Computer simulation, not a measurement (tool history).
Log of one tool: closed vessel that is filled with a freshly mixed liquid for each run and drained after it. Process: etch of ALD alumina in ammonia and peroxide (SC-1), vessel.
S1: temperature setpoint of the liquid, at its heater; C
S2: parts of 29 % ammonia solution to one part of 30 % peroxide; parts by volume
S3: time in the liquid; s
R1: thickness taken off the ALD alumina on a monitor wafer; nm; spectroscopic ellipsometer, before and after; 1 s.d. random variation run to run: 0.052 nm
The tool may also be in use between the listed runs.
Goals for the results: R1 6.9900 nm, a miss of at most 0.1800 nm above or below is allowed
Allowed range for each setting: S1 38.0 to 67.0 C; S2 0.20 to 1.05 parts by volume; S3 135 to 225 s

run	hour	S1	S2	S3	R1
1	0.0	51.0	0.55	225	11.2300
2	5.0	45.0	0.55	225	7.9315
3	7.2	50.5	0.55	225	10.8510
4	10.1	50.5	0.55	225	10.8620
5	16.8	50.5	0.75	225	11.2370
6	26.0	50.5	0.90	225	11.5220
7	30.0	47.5	0.90	225	9.6924
8	35.5	45.5	0.90	225	8.6602
9	40.5	44.5	0.90	225	8.1313
10	49.5	43.5	0.90	225	7.7133
11	55.4	43.5	0.90	225	7.7243
12	57.1	43.0	0.90	225	7.5035
13	59.1	42.5	0.90	225	7.3520
14	64.8	42.5	0.90	225	7.2803

Which of these 4 next moves meets every target?
A	70.5	41.5	1.00	225	?
B	70.5	43.0	0.85	225	?
C	70.5	43.0	0.95	225	?
D	70.5	42.5	0.95	225	?

move	R1
A	6.9510
B	7.4664
C	7.5463
D	7.3312
A: in spec on every target
B: further off than the last run
C: further off than the last run
D: further off than the last run
Correct choice: A, which meets every target
